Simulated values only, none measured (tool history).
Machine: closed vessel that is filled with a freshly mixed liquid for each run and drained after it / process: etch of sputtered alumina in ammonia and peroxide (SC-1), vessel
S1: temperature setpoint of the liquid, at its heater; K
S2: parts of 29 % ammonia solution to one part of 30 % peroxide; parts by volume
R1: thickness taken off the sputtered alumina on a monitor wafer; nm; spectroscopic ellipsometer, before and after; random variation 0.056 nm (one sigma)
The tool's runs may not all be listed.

run 1 hour=0 | S1=319.15 S2=0.7 time_in_the_liquid_(s)=450 | R1=12.893
run 2 hour=5.7 | S1=318.15 S2=0.7 time_in_the_liquid_(s)=450 | R1=12.239
run 3 hour=9.9 | S1=317.15 S2=0.65 time_in_the_liquid_(s)=450 | R1=11.375
run 4 hour=13.4 | S1=316.65 S2=0.65 time_in_the_liquid_(s)=450 | R1=11.167
run 5 hour=16.1 | S1=316.65 S2=0.65 time_in_the_liquid_(s)=450 | R1=11.036
run 6 hour=24.8 | S1=316.15 S2=0.65 time_in_the_liquid_(s)=450 | R1=10.789

What will run 7 give?
run 7 hour=29.3 | S1=315.65 S2=0.65 time_in_the_liquid_(s)=450 | R1=?

R1: 10.54 nm
